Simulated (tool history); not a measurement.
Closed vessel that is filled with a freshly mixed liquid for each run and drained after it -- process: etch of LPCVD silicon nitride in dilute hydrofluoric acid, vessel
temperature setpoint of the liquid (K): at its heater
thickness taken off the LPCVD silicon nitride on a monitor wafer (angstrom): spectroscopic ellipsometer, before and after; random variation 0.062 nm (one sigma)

run,day,temperature setpoint of the liquid (K),parts of water to one part of 49 % hydrofluoric acid (parts by volume),time in the liquid (s),thickness taken off the LPCVD silicon nitride on a monitor wafer (angstrom)
1,0.000,296.15,50,3160,255.80
2,0.325,294.15,50,3160,223.20
3,0.496,296.65,50,3160,265.60
4,0.696,295.65,50,3160,247.94
# day 0.812: hydrofluoric acid flow meter replaced
5,0.812,298.15,50,3160,309.99
6,1.067,298.15,35,3160,440.76
7,1.321,294.15,50,3160,235.54
8,1.558,293.15,50,3160,221.85
9,1.596,292.65,50,3160,213.17

Run 10 has not been measured yet. What should we expect?
10,1.621,292.15,50,3160,?

thickness taken off the LPCVD silicon nitride on a monitor wafer (angstrom): 206.56
